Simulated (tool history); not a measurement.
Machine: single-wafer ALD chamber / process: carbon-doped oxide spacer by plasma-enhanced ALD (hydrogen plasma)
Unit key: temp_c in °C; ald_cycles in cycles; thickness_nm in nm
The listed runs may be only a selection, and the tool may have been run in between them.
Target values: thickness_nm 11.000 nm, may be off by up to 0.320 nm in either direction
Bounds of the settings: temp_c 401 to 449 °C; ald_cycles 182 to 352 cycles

run,hour,temp_c,ald_cycles,thickness_nm
1,0.0,425,267,12.575
2,2.3,426,260,12.215
3,4.1,421,260,12.460
4,8.2,423,254,12.051
5,15.5,425,250,11.821
6,23.9,419,250,11.979
7,31.1,420,245,11.727
8,37.5,421,242,11.517
9,41.8,422,240,11.449

Exercise: of the 4 proposed moves below, exactly one satisfies all targets within the stated allowed misses. Which move is it?
A,46.1,420,246,?
B,46.1,419,255,?
C,46.1,419,228,?
D,46.1,423,249,?

move,thickness_nm
A,11.738
B,12.201
C,10.909
D,11.782
A: lands further from the targets than the last run did
B: lands further from the targets than the last run did
C: all results in spec
D: lands further from the targets than the last run did
C meets every target.
